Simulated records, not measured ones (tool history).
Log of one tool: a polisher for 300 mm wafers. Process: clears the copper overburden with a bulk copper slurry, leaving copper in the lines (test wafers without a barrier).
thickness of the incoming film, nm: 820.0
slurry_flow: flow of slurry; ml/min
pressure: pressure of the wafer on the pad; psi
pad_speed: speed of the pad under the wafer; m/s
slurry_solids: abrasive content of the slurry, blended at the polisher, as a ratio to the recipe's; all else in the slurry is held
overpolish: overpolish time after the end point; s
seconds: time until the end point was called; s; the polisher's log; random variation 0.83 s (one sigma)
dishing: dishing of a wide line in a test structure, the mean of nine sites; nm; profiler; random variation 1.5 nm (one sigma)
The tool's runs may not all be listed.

run,hour,slurry_flow,pressure,pad_speed,slurry_solids,overpolish,seconds,dishing
1,0,230,3.1,0.9,1,23,109.53,99.195
2,4.6,230,3.1,0.68,1,23,127.7,88.931
3,7.3,230,3.1,0.56,1,23,138.3,82.736
4,12.6,235,3.3,0.6,1,22,125.82,84.43
# hour 17.7: slurry nozzle cleaned
5,17.7,235,3.3,0.6,1,17,128.88,70.621
6,23.6,235,3.5,0.64,1,17,115.03,76.98
7,25.2,235,3.7,0.66,1,17,110.4,79.196
8,31.6,240,3.9,0.7,1,17,98.112,82.191
9,34.8,245,4.8,0.84,1.05,21,73.478,119.76
10,38.2,245,4.8,0.86,1.05,20,75.37,119.87
11,40.3,245,4.8,0.86,1.05,20,73.35,121.8
12,49.2,245,4.8,0.88,1.05,19,73.666,117.58
13,53.5,245,4.8,0.88,1.05,19,74.982,117.97
14,61.4,250,4.9,1.04,1.05,12,62.516,94.193
15,63.2,250,4.9,1.04,1.05,13,64.991,98.916

Forecast run 16:
16,68.2,250,4.9,1.06,1.05,13,?,?

Run 16 gave seconds 63.163 s, dishing 98.415 nm.
